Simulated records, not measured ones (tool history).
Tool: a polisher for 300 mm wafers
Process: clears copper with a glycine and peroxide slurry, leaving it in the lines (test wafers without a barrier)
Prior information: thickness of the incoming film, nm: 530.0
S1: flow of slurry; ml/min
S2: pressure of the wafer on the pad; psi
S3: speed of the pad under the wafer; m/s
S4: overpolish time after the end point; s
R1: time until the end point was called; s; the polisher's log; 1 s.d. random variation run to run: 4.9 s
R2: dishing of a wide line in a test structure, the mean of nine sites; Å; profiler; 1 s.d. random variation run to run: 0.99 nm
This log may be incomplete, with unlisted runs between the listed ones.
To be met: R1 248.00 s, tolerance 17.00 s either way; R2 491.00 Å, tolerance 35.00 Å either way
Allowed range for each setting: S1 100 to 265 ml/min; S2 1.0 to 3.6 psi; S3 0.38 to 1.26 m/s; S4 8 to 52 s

{"run": 1, "hour": 0.0, "S1": 170, "S2": 2.3, "S3": 0.82, "S4": 26, "R1": 142.55, "R2": 466.86}
{"run": 2, "hour": 6.3, "S1": 150, "S2": 2.3, "S3": 0.82, "S4": 26, "R1": 146.18, "R2": 483.48}
{"run": 3, "hour": 14.8, "S1": 145, "S2": 2.1, "S3": 0.8, "S4": 28, "R1": 156.67, "R2": 475.46}
{"run": 4, "hour": 17.8, "S1": 140, "S2": 1.9, "S3": 0.76, "S4": 31, "R1": 174.38, "R2": 471.12}
{"run": 5, "hour": 23.7, "S1": 140, "S2": 1.9, "S3": 0.76, "S4": 39, "R1": 176.63, "R2": 530.1}
{"run": 6, "hour": 26.0, "S1": 140, "S2": 1.9, "S3": 0.76, "S4": 34, "R1": 175.73, "R2": 490.4}
{"run": 7, "hour": 32.5, "S1": 140, "S2": 1.8, "S3": 0.74, "S4": 36, "R1": 192.67, "R2": 491.37}
{"run": 8, "hour": 34.7, "S1": 140, "S2": 1.7, "S3": 0.74, "S4": 37, "R1": 195.82, "R2": 486.42}
{"run": 9, "hour": 36.2, "S1": 135, "S2": 1.1, "S3": 0.64, "S4": 47, "R1": 284.87, "R2": 446.4}
{"run": 10, "hour": 44.2, "S1": 135, "S2": 1.1, "S3": 0.64, "S4": 47, "R1": 280.41, "R2": 458.51}

Next run, 5 choices. One meets every target within its allowed miss, the rest don't. Which?
{"run": "A", "hour": 52.2, "S1": 115, "S2": 1.3, "S3": 0.38, "S4": 44, "R1": "?", "R2": "?"}
{"run": "B", "hour": 52.2, "S1": 115, "S2": 1.2, "S3": 0.6, "S4": 51, "R1": "?", "R2": "?"}
{"run": "C", "hour": 52.2, "S1": 130, "S2": 1.0, "S3": 0.66, "S4": 39, "R1": "?", "R2": "?"}
{"run": "D", "hour": 52.2, "S1": 120, "S2": 1.4, "S3": 0.72, "S4": 34, "R1": "?", "R2": "?"}
{"run": "E", "hour": 52.2, "S1": 135, "S2": 1.9, "S3": 0.48, "S4": 43, "R1": "?", "R2": "?"}

move=A R1=346.39 R2=385.92
move=B R1=286.74 R2=460.81
move=C R1=293.92 R2=376.88
move=D R1=233.30 R2=401.71
move=E R1=243.12 R2=474.85
A: further off than the last run
B: further off than the last run
C: further off than the last run
D: meets the target for the result that was furthest off, but another lies outside its allowed miss
E: all results land within tolerance of their targets
E is the move that brings every result within its allowed miss.

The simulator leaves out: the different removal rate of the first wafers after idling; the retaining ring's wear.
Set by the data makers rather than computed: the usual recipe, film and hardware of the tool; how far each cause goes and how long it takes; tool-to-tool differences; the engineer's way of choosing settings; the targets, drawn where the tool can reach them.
